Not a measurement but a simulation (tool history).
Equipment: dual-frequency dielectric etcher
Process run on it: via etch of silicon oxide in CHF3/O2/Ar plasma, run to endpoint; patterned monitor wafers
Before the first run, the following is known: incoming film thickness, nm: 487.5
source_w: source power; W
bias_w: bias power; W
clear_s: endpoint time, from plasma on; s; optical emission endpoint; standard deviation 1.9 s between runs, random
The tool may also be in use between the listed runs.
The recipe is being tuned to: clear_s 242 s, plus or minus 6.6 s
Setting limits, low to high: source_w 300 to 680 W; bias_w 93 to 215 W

run	hour	source_w	bias_w	clear_s
1	0	490	154	277.76
2	8.6	530	159	257.84
3	10.7	460	159	280.78
4	18.4	500	162	270.39
5	23.3	500	152	272.78
6	24.8	430	152	299.71
7	28.5	480	155	280.13
8	35.3	510	157	268.45
9	42	540	159	258.41
10	49.3	560	160	251.88

Which of these 5 next moves meets every target?
A	56.6	570	115	?
B	56.6	580	140	?
C	56.6	590	164	?
D	56.6	590	126	?
E	56.6	500	182	?

move	clear_s
A	265.37
B	252.41
C	241.37
D	255.57
E	258.84
A: misses by more than the last run did
B: misses by more than the last run did
C: every result within its allowed miss
D: misses by more than the last run did
E: misses by more than the last run did
Go with C: it meets all targets.
